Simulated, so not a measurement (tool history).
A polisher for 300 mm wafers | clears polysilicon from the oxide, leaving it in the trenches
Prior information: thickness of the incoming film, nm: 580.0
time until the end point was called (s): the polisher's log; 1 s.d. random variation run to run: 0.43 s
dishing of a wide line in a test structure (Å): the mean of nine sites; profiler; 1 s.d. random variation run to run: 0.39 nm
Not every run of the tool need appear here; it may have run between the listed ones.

run	hour	flow of slurry (ml/min)	pressure of the wafer on the pad (psi)	speed of the pad under the wafer (m/s)	overpolish time after the end point (s)	time until the end point was called (s)	dishing of a wide line in a test structure (Å)
1	0	300	3	1.08	11	28.079	462.93
2	6.5	300	2.6	1.08	11	31.887	459.59
3	10.2	300	2.6	1.08	9	32.696	447
4	15.4	345	2.6	1.08	9	32.607	455.84
5	21.1	345	2.6	1.2	9	28.756	451.2
6	25.8	295	2.3	1.34	7	30.153	441.59
7	33.9	210	2.2	1.64	3	28.052	347.98

Expected results for the next run?
8	41.9	220	2.2	1.64	3	?	?

Run 8 came out at time until the end point was called (s) 27.954, dishing of a wide line in a test structure (Å) 357.96.
